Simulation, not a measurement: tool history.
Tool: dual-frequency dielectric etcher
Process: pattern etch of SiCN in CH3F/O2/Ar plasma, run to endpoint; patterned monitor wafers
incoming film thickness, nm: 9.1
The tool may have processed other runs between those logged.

run	hour	source power (W)	bias power (W)	endpoint time (s)
1	0	410	98	18.912
2	4.3	410	108	18.392
3	7.9	410	125	17.612
4	10.1	410	109	18.37
5	11.7	410	121	17.793
6	12.3	430	122	17.444

What will run 7 give?
# hour 17.7: wet clean of the chamber
7	17.7	430	122	?

{"run 7": {"endpoint time (s)": 17.958}}

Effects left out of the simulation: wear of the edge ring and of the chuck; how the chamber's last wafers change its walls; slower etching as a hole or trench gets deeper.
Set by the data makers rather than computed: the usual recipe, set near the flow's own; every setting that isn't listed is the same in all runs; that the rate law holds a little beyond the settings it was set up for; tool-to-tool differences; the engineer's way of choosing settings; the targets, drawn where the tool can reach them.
